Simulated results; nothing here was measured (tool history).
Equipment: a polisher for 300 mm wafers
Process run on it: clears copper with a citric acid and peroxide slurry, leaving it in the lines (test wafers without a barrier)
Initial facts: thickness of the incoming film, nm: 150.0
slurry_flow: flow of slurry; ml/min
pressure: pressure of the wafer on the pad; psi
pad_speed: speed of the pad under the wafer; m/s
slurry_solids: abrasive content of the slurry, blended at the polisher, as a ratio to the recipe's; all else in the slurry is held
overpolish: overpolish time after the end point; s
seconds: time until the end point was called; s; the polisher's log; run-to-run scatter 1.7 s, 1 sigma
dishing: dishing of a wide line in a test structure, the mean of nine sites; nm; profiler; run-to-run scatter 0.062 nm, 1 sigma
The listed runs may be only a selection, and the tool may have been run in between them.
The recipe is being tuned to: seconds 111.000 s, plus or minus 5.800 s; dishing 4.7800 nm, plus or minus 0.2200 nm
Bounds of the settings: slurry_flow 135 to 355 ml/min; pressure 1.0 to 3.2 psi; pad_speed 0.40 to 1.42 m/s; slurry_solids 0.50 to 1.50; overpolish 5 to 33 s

run 1 hour=0.0 | slurry_flow=225 pressure=2.1 pad_speed=0.90 slurry_solids=1.00 overpolish=17 | seconds=92.265 dishing=16.1830
run 2 hour=1.4 | slurry_flow=220 pressure=1.9 pad_speed=0.92 slurry_solids=0.95 overpolish=14 | seconds=94.314 dishing=12.8150
run 3 hour=6.9 | slurry_flow=200 pressure=1.7 pad_speed=0.94 slurry_solids=0.85 overpolish=12 | seconds=106.140 dishing=10.8380
run 4 hour=13.5 | slurry_flow=230 pressure=1.6 pad_speed=0.90 slurry_solids=1.00 overpolish=11 | seconds=109.210 dishing=9.5946
run 5 hour=15.5 | slurry_flow=230 pressure=1.6 pad_speed=1.02 slurry_solids=1.00 overpolish=11 | seconds=98.969 dishing=10.9910
run 6 hour=17.4 | slurry_flow=260 pressure=1.6 pad_speed=1.02 slurry_solids=1.00 overpolish=11 | seconds=99.158 dishing=10.9180
run 7 hour=22.2 | slurry_flow=235 pressure=1.7 pad_speed=0.90 slurry_solids=1.10 overpolish=10 | seconds=106.230 dishing=9.5539
run 8 hour=27.2 | slurry_flow=235 pressure=1.7 pad_speed=0.84 slurry_solids=1.20 overpolish=9 | seconds=111.310 dishing=8.3861
run 9 hour=29.9 | slurry_flow=235 pressure=1.7 pad_speed=0.84 slurry_solids=1.20 overpolish=9 | seconds=105.410 dishing=8.2467
run 10 hour=38.8 | slurry_flow=215 pressure=1.7 pad_speed=0.78 slurry_solids=1.25 overpolish=8 | seconds=114.640 dishing=6.9152
run 11 hour=40.8 | slurry_flow=200 pressure=1.7 pad_speed=0.78 slurry_solids=1.30 overpolish=7 | seconds=116.480 dishing=6.3364
run 12 hour=46.8 | slurry_flow=185 pressure=1.8 pad_speed=0.76 slurry_solids=1.35 overpolish=7 | seconds=112.650 dishing=6.3666
run 13 hour=51.2 | slurry_flow=175 pressure=1.8 pad_speed=0.74 slurry_solids=1.40 overpolish=7 | seconds=118.910 dishing=6.1480
run 14 hour=51.8 | slurry_flow=165 pressure=1.9 pad_speed=0.68 slurry_solids=1.40 overpolish=7 | seconds=123.150 dishing=5.9554
run 15 hour=54.0 | slurry_flow=135 pressure=2.0 pad_speed=0.62 slurry_solids=1.50 overpolish=5 | seconds=131.440 dishing=4.0954
run 16 hour=59.5 | slurry_flow=145 pressure=2.1 pad_speed=0.62 slurry_solids=1.50 overpolish=5 | seconds=124.040 dishing=4.2469
run 17 hour=65.8 | slurry_flow=155 pressure=2.1 pad_speed=0.62 slurry_solids=1.50 overpolish=5 | seconds=126.610 dishing=4.1993
run 18 hour=74.5 | slurry_flow=155 pressure=2.1 pad_speed=0.64 slurry_solids=1.50 overpolish=5 | seconds=119.560 dishing=4.3265
run 19 hour=75.6 | slurry_flow=160 pressure=2.1 pad_speed=0.64 slurry_solids=1.50 overpolish=5 | seconds=121.900 dishing=4.4836
run 20 hour=82.3 | slurry_flow=165 pressure=2.1 pad_speed=0.64 slurry_solids=1.50 overpolish=5 | seconds=121.000 dishing=4.4592
run 21 hour=86.0 | slurry_flow=170 pressure=2.1 pad_speed=0.64 slurry_solids=1.50 overpolish=5 | seconds=118.280 dishing=4.3893
run 22 hour=93.6 | slurry_flow=175 pressure=2.2 pad_speed=0.64 slurry_solids=1.50 overpolish=6 | seconds=117.280 dishing=5.4491

Pick the move, out of 4, that brings all results within their allowed miss; only one does.
run A hour=101.2 | slurry_flow=190 pressure=1.8 pad_speed=0.62 slurry_solids=1.45 overpolish=8 | seconds=? dishing=?
run B hour=101.2 | slurry_flow=190 pressure=2.0 pad_speed=0.72 slurry_solids=1.40 overpolish=5 | seconds=? dishing=?
run C hour=101.2 | slurry_flow=215 pressure=2.0 pad_speed=0.66 slurry_solids=1.50 overpolish=8 | seconds=? dishing=?
run D hour=101.2 | slurry_flow=195 pressure=2.1 pad_speed=0.62 slurry_solids=1.50 overpolish=7 | seconds=? dishing=?

move=A seconds=137.920 dishing=6.1810
move=B seconds=112.450 dishing=4.8291
move=C seconds=119.330 dishing=7.0575
move=D seconds=123.340 dishing=6.0631
A: moves away from the targets compared with the last run
B: all results in spec
C: moves away from the targets compared with the last run
D: moves away from the targets compared with the last run
The right move is B.
